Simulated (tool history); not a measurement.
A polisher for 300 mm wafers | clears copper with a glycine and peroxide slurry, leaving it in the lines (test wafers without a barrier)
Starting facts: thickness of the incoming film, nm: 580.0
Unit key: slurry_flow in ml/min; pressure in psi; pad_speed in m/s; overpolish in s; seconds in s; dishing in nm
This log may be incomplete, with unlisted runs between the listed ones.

run	hour	slurry_flow	pressure	pad_speed	overpolish	seconds	dishing
1	0.0	285	2.2	1.22	29	101.660	86.007
2	4.8	285	2.2	1.22	39	96.278	101.150
3	5.5	285	2.2	0.94	39	119.480	90.827
4	10.5	285	2.2	0.94	29	124.550	73.378
5	17.5	285	2.2	1.16	29	103.010	82.628
6	23.9	285	2.2	1.16	37	104.690	95.011
7	28.7	285	2.2	1.16	37	104.410	95.533
8	31.0	285	2.3	1.16	39	100.670	100.440
9	39.0	285	2.4	1.16	41	97.248	105.990
10	45.8	285	2.4	1.16	43	96.987	106.650
11	48.2	285	2.4	1.16	43	98.911	109.130
12	55.6	285	2.5	1.16	44	94.637	112.860

Estimate the outcome of run 13 from the log above:
13	61.5	285	2.5	1.16	45	?	?

Run 13 measured seconds 97.555 s, dishing 111.720 nm.
